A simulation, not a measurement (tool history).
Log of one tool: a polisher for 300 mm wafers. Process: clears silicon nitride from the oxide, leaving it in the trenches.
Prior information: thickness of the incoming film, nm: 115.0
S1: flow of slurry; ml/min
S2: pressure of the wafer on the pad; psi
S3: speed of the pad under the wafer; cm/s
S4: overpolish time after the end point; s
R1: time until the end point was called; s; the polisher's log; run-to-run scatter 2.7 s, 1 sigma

Run 1, hour 0.0: S1 260 ml/min, S2 3.2 psi, S3 86 cm/s, S4 6 s. Result: R1 106.070 s.
Run 2, hour 2.1: S1 260 ml/min, S2 3.0 psi, S3 86 cm/s, S4 6 s. Result: R1 110.410 s.
Run 3, hour 10.2: S1 260 ml/min, S2 3.0 psi, S3 86 cm/s, S4 6 s. Result: R1 110.230 s.
Run 4, hour 12.8: S1 260 ml/min, S2 3.5 psi, S3 86 cm/s, S4 6 s. Result: R1 98.064 s.
Run 5, hour 16.1: S1 220 ml/min, S2 3.5 psi, S3 86 cm/s, S4 6 s. Result: R1 101.930 s.
Run 6, hour 21.0: S1 220 ml/min, S2 4.1 psi, S3 86 cm/s, S4 6 s. Result: R1 93.040 s.
Run 7, hour 27.0: S1 220 ml/min, S2 4.1 psi, S3 86 cm/s, S4 6 s. Result: R1 91.357 s.
Run 8, hour 33.3: S1 220 ml/min, S2 3.8 psi, S3 84 cm/s, S4 6 s. Result: R1 99.326 s.

For run 9, what comes out?
Run 9, hour 34.0: S1 215 ml/min, S2 2.9 psi, S3 74 cm/s, S4 6 s. Result: R1 ?.

R1: 133.850 s

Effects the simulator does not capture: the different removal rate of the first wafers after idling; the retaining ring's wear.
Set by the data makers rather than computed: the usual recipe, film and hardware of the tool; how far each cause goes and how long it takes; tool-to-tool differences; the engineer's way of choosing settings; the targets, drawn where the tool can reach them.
